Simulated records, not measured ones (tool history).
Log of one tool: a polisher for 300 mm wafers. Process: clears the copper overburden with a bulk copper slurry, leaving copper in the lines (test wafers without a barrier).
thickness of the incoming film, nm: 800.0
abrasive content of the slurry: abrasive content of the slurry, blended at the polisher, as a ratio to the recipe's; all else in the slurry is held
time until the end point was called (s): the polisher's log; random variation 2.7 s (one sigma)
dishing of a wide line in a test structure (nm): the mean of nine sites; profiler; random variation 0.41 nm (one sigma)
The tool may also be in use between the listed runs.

run  hour  flow of slurry (ml/min)  pressure of the wafer on the pad (psi)  speed of the pad under the wafer (cm/s)  abrasive content of the slurry  overpolish time after the end point (s)  time until the end point was called (s)  dishing of a wide line in a test structure (nm)
  1   0.0                      120                                     1.9                                      132                            1.00                                        9                                   89.399                                           55.424
  2   4.7                      120                                     1.9                                      132                            0.90                                        9                                   91.053                                           53.223
  3   6.3                      120                                     1.9                                      162                            0.90                                        9                                   74.666                                           60.948
  4  11.0                      120                                     1.9                                      138                            0.90                                        9                                   87.987                                           55.197
  5  12.8                      120                                     2.4                                      138                            0.90                                        9                                   72.435                                           67.762
  6  16.8                      120                                     2.4                                      138                            0.90                                       11                                   72.428                                           73.847
  7  25.5                      115                                     2.2                                      128                            0.85                                       11                                   84.450                                           67.298
  8  31.5                       85                                     1.6                                       92                            0.65                                        7                                  163.970                                           26.542

The next listed run, before its measurement:
  9  33.3                       85                                     1.5                                       90                            0.65                                        8                                        ?                                                ?

{"run 9": {"time until the end point was called (s)": 174.18, "dishing of a wide line in a test structure (nm)": 28.105}}
